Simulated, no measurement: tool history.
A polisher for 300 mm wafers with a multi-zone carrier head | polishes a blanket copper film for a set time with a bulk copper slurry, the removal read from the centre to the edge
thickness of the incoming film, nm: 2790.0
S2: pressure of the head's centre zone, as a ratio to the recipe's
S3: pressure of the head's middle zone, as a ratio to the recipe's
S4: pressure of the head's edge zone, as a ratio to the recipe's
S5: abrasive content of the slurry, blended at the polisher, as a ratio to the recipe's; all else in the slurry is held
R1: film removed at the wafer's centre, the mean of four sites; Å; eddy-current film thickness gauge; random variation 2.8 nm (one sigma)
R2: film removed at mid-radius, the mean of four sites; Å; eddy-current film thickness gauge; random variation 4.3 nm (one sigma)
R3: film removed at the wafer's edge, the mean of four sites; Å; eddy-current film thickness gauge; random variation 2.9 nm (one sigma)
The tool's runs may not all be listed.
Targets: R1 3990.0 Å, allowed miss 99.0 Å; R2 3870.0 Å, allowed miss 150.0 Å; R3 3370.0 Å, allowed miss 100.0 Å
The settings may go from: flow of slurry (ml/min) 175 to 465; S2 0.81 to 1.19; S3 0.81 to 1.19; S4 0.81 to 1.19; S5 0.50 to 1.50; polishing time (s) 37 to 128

run 1 hour=0.0 | flow_of_slurry_(ml/min)=295 S2=1.00 S3=1.00 S4=1.00 S5=1.00 polishing_time_(s)=82 | R1=6566.0 R2=6717.6 R3=6673.8
run 2 hour=7.0 | flow_of_slurry_(ml/min)=305 S2=1.02 S3=1.01 S4=0.96 S5=0.85 polishing_time_(s)=70 | R1=5508.8 R2=5567.0 R3=5337.5
run 3 hour=9.4 | flow_of_slurry_(ml/min)=305 S2=1.02 S3=1.01 S4=0.96 S5=0.85 polishing_time_(s)=52 | R1=4050.0 R2=4088.3 R3=3935.9
run 4 hour=14.2 | flow_of_slurry_(ml/min)=305 S2=1.02 S3=1.01 S4=0.89 S5=0.85 polishing_time_(s)=52 | R1=4093.8 R2=4076.1 R3=3891.4
run 5 hour=19.7 | flow_of_slurry_(ml/min)=305 S2=1.02 S3=1.01 S4=0.89 S5=0.85 polishing_time_(s)=44 | R1=3480.3 R2=3490.3 R3=3245.7
run 6 hour=26.5 | flow_of_slurry_(ml/min)=325 S2=1.04 S3=1.03 S4=0.89 S5=0.85 polishing_time_(s)=44 | R1=3559.0 R2=3606.7 R3=3285.0
run 7 hour=34.4 | flow_of_slurry_(ml/min)=325 S2=1.07 S3=1.04 S4=0.90 S5=0.90 polishing_time_(s)=44 | R1=3717.7 R2=3624.9 R3=3310.6
run 8 hour=38.1 | flow_of_slurry_(ml/min)=330 S2=1.09 S3=1.06 S4=0.91 S5=0.95 polishing_time_(s)=44 | R1=3846.8 R2=3780.8 R3=3364.6
run 9 hour=39.8 | flow_of_slurry_(ml/min)=330 S2=1.10 S3=1.07 S4=0.91 S5=0.95 polishing_time_(s)=44 | R1=3873.9 R2=3805.3 R3=3376.2

Which of these 5 next moves meets every target?
run A hour=41.5 | flow_of_slurry_(ml/min)=280 S2=1.08 S3=1.16 S4=0.89 S5=0.95 polishing_time_(s)=44 | R1=? R2=? R3=?
run B hour=41.5 | flow_of_slurry_(ml/min)=370 S2=1.14 S3=1.03 S4=1.00 S5=1.15 polishing_time_(s)=39 | R1=? R2=? R3=?
run C hour=41.5 | flow_of_slurry_(ml/min)=300 S2=1.10 S3=1.13 S4=0.87 S5=1.15 polishing_time_(s)=41 | R1=? R2=? R3=?
run D hour=41.5 | flow_of_slurry_(ml/min)=340 S2=1.04 S3=1.08 S4=0.92 S5=0.95 polishing_time_(s)=45 | R1=? R2=? R3=?
run E hour=41.5 | flow_of_slurry_(ml/min)=310 S2=1.12 S3=1.09 S4=0.86 S5=0.90 polishing_time_(s)=45 | R1=? R2=? R3=?

move=A R1=3759.1 R2=3906.4 R3=3304.6
move=B R1=3801.5 R2=3371.4 R3=3288.1
move=C R1=3774.8 R2=3762.4 R3=3223.9
move=D R1=3781.7 R2=3834.0 R3=3478.3
move=E R1=3980.2 R2=3776.6 R3=3322.9
A: further off than the last run
B: further off than the last run
C: further off than the last run
D: further off than the last run
E: meets every target
Answer: E
